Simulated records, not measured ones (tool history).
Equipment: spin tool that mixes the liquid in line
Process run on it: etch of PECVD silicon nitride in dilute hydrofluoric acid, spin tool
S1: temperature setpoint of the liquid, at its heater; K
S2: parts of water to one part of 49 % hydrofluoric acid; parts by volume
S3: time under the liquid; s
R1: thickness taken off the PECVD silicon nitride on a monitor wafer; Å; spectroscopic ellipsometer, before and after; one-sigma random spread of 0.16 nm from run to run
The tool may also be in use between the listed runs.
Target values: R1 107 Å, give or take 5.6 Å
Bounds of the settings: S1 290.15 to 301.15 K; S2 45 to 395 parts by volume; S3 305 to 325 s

run  hour      S1   S2   S3      R1
  1     0  293.15  220  305  37.873
  2   5.3  295.65  180  305  55.677
  3  11.4  297.15  160  305  66.335
  4  14.8  297.15  235  305  45.114
  5  17.6  298.15  195  305  58.798
  6  26.6  298.15  125  305  89.769
  7  31.8  299.15  125  305  94.736
  8  36.1  299.65  125  305  101.09
     41.2  -- hydrofluoric acid flow meter replaced
  9  41.2  300.15  125  305  97.287

Exactly one of the 4 candidate moves below puts every result within its allowed miss. Which one?
  A  46.3  301.15  145  325   ?
  B  46.3  297.15   95  325   ?
  C  46.3  300.65  130  305   ?
  D  46.3  300.15  130  305   ?

move      R1
   A  92.809
   B  109.32
   C  94.181
   D  91.248
A: the biggest miss grows against the last run
B: every result lands within tolerance
C: the biggest miss grows against the last run
D: the biggest miss grows against the last run
Answer: B

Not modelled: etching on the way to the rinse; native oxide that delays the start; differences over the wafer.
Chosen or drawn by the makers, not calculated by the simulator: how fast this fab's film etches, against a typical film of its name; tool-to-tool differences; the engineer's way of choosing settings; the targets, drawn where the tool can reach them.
